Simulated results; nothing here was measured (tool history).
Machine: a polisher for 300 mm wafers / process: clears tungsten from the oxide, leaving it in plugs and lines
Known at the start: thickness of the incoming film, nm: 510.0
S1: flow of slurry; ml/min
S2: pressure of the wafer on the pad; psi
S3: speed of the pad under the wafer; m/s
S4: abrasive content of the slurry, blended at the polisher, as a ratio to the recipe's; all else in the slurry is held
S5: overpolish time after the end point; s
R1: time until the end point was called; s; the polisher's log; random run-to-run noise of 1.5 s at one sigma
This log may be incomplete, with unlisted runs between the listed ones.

run	hour	S1	S2	S3	S4	S5	R1
1	0	145	4.5	1.16	1	8	70.857
2	5.9	145	4.5	1.16	0.9	8	71.515
3	10.6	145	4.2	1.16	0.9	8	77.668
4	13.3	145	4.2	1	0.9	8	87.507
5	16.4	145	4.2	1.1	0.9	8	79.716
6	25.2	145	4.2	1.2	0.9	8	74.19
7	28.1	145	3.9	1.2	0.9	8	78.923
8	29	145	3.7	1.2	0.9	8	82.303
9	33.6	145	3.5	1.2	0.9	8	89.32

Estimate the outcome of run 10 from the log above:
10	34.2	145	3.4	1.2	0.9	8	?

R1: 91.685 s

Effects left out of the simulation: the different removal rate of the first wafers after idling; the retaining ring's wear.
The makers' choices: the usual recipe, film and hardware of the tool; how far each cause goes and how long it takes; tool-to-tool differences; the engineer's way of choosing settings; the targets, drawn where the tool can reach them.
